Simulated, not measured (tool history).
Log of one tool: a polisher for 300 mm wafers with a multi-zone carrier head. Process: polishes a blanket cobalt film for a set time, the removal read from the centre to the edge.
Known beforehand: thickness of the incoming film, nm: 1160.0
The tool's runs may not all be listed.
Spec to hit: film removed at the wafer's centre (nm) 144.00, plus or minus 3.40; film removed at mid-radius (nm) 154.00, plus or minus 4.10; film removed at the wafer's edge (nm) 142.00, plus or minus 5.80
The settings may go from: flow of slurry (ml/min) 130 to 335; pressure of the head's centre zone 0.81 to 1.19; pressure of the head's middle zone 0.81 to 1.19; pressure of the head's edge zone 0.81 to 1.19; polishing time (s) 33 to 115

run	hour	flow of slurry (ml/min)	pressure of the head's centre zone	pressure of the head's middle zone	pressure of the head's edge zone	polishing time (s)	film removed at the wafer's centre (nm)	film removed at mid-radius (nm)	film removed at the wafer's edge (nm)
1	0.0	215	1.00	1.00	1.00	73	268.82	274.19	282.74
2	7.9	215	1.08	1.00	1.00	73	293.91	272.86	276.51
3	11.9	215	1.08	1.00	1.07	73	291.02	270.72	289.43
4	16.9	180	1.08	1.00	1.07	73	279.03	268.56	282.11
# hour 25.2: edge zone pressure recalibrated
5	25.2	150	1.08	1.00	1.07	73	266.17	255.74	266.42
6	32.4	150	1.00	1.00	1.07	73	254.44	256.94	262.05
7	41.1	140	0.90	0.95	0.97	52	162.29	173.01	175.55
8	42.8	140	0.90	0.96	0.93	50	156.83	167.56	164.52
9	46.6	140	0.90	0.96	0.90	49	151.85	164.41	160.02
10	55.5	140	0.91	0.96	0.88	48	151.43	161.98	157.47
11	64.3	140	0.92	0.97	0.86	47	149.59	160.86	152.06
12	65.1	140	0.92	0.97	0.85	47	148.56	159.60	149.68
13	70.5	140	0.92	0.97	0.84	47	148.21	159.20	150.77

Which single option among these 4 for the next run brings every result within its allowed miss of target? Just one does.
A	75.9	130	0.98	1.01	0.81	42	?	?	?
B	75.9	135	1.07	1.16	0.82	42	?	?	?
C	75.9	185	0.83	0.84	0.92	47	?	?	?
D	75.9	185	0.92	0.97	0.85	43	?	?	?

move	film removed at the wafer's centre (nm)	film removed at mid-radius (nm)	film removed at the wafer's edge (nm)
A	139.30	145.99	131.24
B	152.01	165.71	132.50
C	146.29	150.35	163.89
D	146.18	154.96	144.39
A: takes the result that was furthest off past its target
B: takes the result that was furthest off past its target
C: lands further from the targets than the last run did
D: in spec on every target
D is the move that brings every result within its allowed miss.
